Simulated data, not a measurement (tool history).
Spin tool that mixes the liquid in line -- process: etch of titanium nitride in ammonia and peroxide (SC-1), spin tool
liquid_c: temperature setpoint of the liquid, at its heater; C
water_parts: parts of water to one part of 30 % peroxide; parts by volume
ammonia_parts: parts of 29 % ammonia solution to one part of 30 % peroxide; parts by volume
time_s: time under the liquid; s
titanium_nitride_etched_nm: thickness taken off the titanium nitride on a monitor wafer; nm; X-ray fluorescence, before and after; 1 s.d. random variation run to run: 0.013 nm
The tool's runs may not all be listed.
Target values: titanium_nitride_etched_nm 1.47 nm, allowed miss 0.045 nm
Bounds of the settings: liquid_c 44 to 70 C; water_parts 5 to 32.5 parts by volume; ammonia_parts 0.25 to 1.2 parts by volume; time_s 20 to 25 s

Run 1, hour 0: liquid_c 60 C, water_parts 18 parts by volume, ammonia_parts 0.95 parts by volume, time_s 25 s. Result: titanium_nitride_etched_nm 2.8752 nm.
Run 2, hour 8: liquid_c 58 C, water_parts 18 parts by volume, ammonia_parts 0.95 parts by volume, time_s 25 s. Result: titanium_nitride_etched_nm 2.5673 nm.
Run 3, hour 13.7: liquid_c 56.5 C, water_parts 18 parts by volume, ammonia_parts 0.95 parts by volume, time_s 25 s. Result: titanium_nitride_etched_nm 2.3176 nm.
Run 4, hour 14.4: liquid_c 55 C, water_parts 18 parts by volume, ammonia_parts 0.95 parts by volume, time_s 25 s. Result: titanium_nitride_etched_nm 2.0927 nm.
Run 5, hour 19: liquid_c 54 C, water_parts 18 parts by volume, ammonia_parts 0.95 parts by volume, time_s 25 s. Result: titanium_nitride_etched_nm 1.9383 nm.
Run 6, hour 22.8: liquid_c 53.5 C, water_parts 18 parts by volume, ammonia_parts 0.95 parts by volume, time_s 25 s. Result: titanium_nitride_etched_nm 1.8641 nm.
Run 7, hour 30.4: liquid_c 53 C, water_parts 18 parts by volume, ammonia_parts 0.95 parts by volume, time_s 25 s. Result: titanium_nitride_etched_nm 1.8113 nm.
Run 8, hour 36.8: liquid_c 52.5 C, water_parts 18 parts by volume, ammonia_parts 0.95 parts by volume, time_s 25 s. Result: titanium_nitride_etched_nm 1.7603 nm.
Run 9, hour 45.8: liquid_c 52 C, water_parts 18 parts by volume, ammonia_parts 0.95 parts by volume, time_s 25 s. Result: titanium_nitride_etched_nm 1.6872 nm.

Which one of the following 5 next-run settings gets every result inside its allowed miss? There is exactly one.
Run A, hour 54.8: liquid_c 54 C, water_parts 17 parts by volume, ammonia_parts 0.85 parts by volume, time_s 25 s. Result: titanium_nitride_etched_nm ?.
Run B, hour 54.8: liquid_c 53.5 C, water_parts 20 parts by volume, ammonia_parts 1.15 parts by volume, time_s 25 s. Result: titanium_nitride_etched_nm ?.
Run C, hour 54.8: liquid_c 52 C, water_parts 13 parts by volume, ammonia_parts 0.9 parts by volume, time_s 25 s. Result: titanium_nitride_etched_nm ?.
Run D, hour 54.8: liquid_c 52.5 C, water_parts 18.5 parts by volume, ammonia_parts 1 parts by volume, time_s 25 s. Result: titanium_nitride_etched_nm ?.
Run E, hour 54.8: liquid_c 52 C, water_parts 25 parts by volume, ammonia_parts 1.15 parts by volume, time_s 25 s. Result: titanium_nitride_etched_nm ?.

move  titanium_nitride_etched_nm
   A                       1.999
   B                      1.8631
   C                      2.0307
   D                      1.7724
   E                      1.4879
A: misses by more than the last run did
B: misses by more than the last run did
C: misses by more than the last run did
D: misses by more than the last run did
E: in spec on every target
Go with E: it meets all targets.

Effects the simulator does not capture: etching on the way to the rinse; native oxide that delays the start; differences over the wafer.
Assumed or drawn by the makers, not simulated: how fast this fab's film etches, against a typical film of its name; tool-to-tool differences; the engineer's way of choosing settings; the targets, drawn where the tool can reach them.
